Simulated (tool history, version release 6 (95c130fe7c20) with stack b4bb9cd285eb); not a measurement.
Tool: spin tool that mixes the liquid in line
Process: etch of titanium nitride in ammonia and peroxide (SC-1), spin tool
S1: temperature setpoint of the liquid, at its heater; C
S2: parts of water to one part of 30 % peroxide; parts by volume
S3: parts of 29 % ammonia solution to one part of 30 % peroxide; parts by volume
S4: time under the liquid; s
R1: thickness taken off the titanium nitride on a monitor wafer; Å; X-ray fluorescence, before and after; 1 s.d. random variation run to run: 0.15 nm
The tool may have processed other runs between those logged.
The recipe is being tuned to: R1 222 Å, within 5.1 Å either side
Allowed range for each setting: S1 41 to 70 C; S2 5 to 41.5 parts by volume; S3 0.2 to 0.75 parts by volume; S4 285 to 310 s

| run | hour | S1 | S2 | S3 | S4 | R1 |
|---|---|---|---|---|---|---|
| 1 | 0 | 57 | 23 | 0.45 | 285 | 120.66 |
| 2 | 4.9 | 57 | 23 | 0.4 | 285 | 118.02 |
| 3 | 7.3 | 59 | 23 | 0.4 | 285 | 136.15 |
| 4 | 14.6 | 59 | 23 | 0.4 | 310 | 147.92 |
| 5 | 21.1 | 60.5 | 23 | 0.4 | 310 | 161.66 |
| 6 | 29.1 | 61.5 | 23 | 0.4 | 310 | 174.35 |
| 7 | 37.3 | 62.5 | 23 | 0.4 | 310 | 184.83 |
| 8 | 38.3 | 63 | 23 | 0.4 | 310 | 191.97 |
| 9 | 39.5 | 63.5 | 23 | 0.4 | 310 | 196.88 |
| 10 | 46.8 | 64 | 23 | 0.4 | 310 | 203.73 |
| 11 | 54.1 | 64.5 | 23 | 0.4 | 310 | 209.72 |

4 next moves are on the table. One of them brings every result within its allowed miss. Which?
| A | 61.4 | 60.5 | 14 | 0.25 | 310 | ? |
| B | 61.4 | 63.5 | 24 | 0.4 | 305 | ? |
| C | 61.4 | 66.5 | 24.5 | 0.35 | 285 | ? |
| D | 61.4 | 66 | 24.5 | 0.45 | 300 | ? |

| move | R1 |
|---|---|
| A | 198.3 |
| B | 191.67 |
| C | 208.84 |
| D | 223.46 |
A: the biggest miss grows against the last run
B: the biggest miss grows against the last run
C: the biggest miss grows against the last run
D: every result lands within tolerance
Go with D: it meets all targets.
